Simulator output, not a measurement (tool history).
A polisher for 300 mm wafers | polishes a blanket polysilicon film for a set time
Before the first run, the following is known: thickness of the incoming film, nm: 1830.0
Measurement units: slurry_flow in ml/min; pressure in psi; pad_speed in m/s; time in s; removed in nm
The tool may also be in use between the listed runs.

| run | hour | slurry_flow | pressure | pad_speed | time | removed |
|---|---|---|---|---|---|---|
| 1 | 0 | 235 | 2.5 | 1.08 | 30 | 262.12 |
| 2 | 4.5 | 235 | 2.5 | 0.9 | 30 | 218.96 |
| 3 | 8.4 | 235 | 2.5 | 0.9 | 26 | 188.7 |
| 4 | 16.3 | 240 | 2.9 | 0.9 | 26 | 222.47 |
|  | 19 | slurry nozzle cleaned |
| 5 | 19 | 240 | 3.2 | 0.92 | 26 | 259.19 |
| 6 | 19.8 | 240 | 3.4 | 0.92 | 26 | 281.79 |
| 7 | 25.3 | 240 | 3.5 | 0.92 | 26 | 288.53 |

Forecast run 8:
| 8 | 31.2 | 240 | 3.6 | 0.92 | 26 | ? |

removed: 295.81 nm
